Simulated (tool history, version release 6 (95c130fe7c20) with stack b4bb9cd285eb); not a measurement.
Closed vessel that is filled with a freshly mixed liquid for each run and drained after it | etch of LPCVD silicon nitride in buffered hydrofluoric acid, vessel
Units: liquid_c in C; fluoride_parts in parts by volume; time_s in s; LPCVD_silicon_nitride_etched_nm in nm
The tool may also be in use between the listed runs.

run,hour,liquid_c,fluoride_parts,time_s,LPCVD_silicon_nitride_etched_nm
1,0.0,23.0,15.0,230,2.14430
2,3.7,23.0,15.0,230,2.15900
3,12.0,23.0,15.0,115,1.09190
4,18.8,23.0,19.0,115,0.85008
5,20.8,20.5,19.0,115,0.75291
6,30.1,20.5,19.0,115,0.75288
7,34.0,23.5,19.0,115,0.89436
8,36.6,25.5,19.0,115,1.00750
9,44.4,27.0,19.0,115,1.08070
10,49.2,28.0,19.0,115,1.13790
11,52.7,29.0,19.0,115,1.19270

The next listed run, before its measurement:
12,59.4,29.5,19.0,115,?

{"run 12": {"LPCVD_silicon_nitride_etched_nm": 1.2461}}
